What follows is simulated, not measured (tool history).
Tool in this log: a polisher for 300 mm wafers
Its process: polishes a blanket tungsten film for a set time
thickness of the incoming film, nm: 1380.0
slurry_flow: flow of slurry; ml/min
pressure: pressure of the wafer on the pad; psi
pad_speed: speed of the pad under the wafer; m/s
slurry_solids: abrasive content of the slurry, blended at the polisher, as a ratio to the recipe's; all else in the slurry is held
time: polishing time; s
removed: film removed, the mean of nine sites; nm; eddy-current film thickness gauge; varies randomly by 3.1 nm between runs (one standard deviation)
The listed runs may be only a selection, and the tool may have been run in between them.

Run 1, hour 0: slurry_flow 295 ml/min, pressure 4.3 psi, pad_speed 1.04 m/s, slurry_solids 1, time 46 s. Result: removed 333.95 nm.
Run 2, hour 3.3: slurry_flow 295 ml/min, pressure 4.1 psi, pad_speed 1.04 m/s, slurry_solids 1, time 46 s. Result: removed 313.91 nm.
Run 3, hour 7.1: slurry_flow 295 ml/min, pressure 4.1 psi, pad_speed 1.04 m/s, slurry_solids 0.9, time 46 s. Result: removed 310.8 nm.
Run 4, hour 7.8: slurry_flow 240 ml/min, pressure 4.1 psi, pad_speed 1.04 m/s, slurry_solids 0.9, time 46 s. Result: removed 299.82 nm.
At hour 10.4: head pressure recalibrated.
Run 5, hour 10.4: slurry_flow 240 ml/min, pressure 3.9 psi, pad_speed 1.04 m/s, slurry_solids 0.9, time 46 s. Result: removed 265.07 nm.
Run 6, hour 17.7: slurry_flow 265 ml/min, pressure 3.9 psi, pad_speed 1.04 m/s, slurry_solids 0.9, time 46 s. Result: removed 269.8 nm.

Run 7, settings as shown, results not yet in. Your forecast:
Run 7, hour 22.3: slurry_flow 260 ml/min, pressure 3.8 psi, pad_speed 1.04 m/s, slurry_solids 0.9, time 46 s. Result: removed ?.

{"run 7": {"removed": 261.22}}
